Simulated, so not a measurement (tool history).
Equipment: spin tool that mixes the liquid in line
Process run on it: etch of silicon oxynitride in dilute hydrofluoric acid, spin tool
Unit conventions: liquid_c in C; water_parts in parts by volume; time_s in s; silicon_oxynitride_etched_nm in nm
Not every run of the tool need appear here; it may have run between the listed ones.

run  hour  liquid_c  water_parts  time_s  silicon_oxynitride_etched_nm
  1   0.0      24.0           70      90                        4.0165
  2   0.6      24.0           70      90                        3.9817
  3   2.6      24.0           85      90                        3.3128
  4   7.4      22.5           85      90                        3.0317
  5  14.7      22.5           85      70                        2.3759
  6  19.2      24.5           85      70                        2.6355
  7  23.9      26.0           70      70                        3.4684
  8  28.8      27.0           60      70                        4.2899

Run 9 has not been measured yet. What should we expect?
  9  32.3      31.0           30      70                             ?

silicon_oxynitride_etched_nm: 10.5880 nm
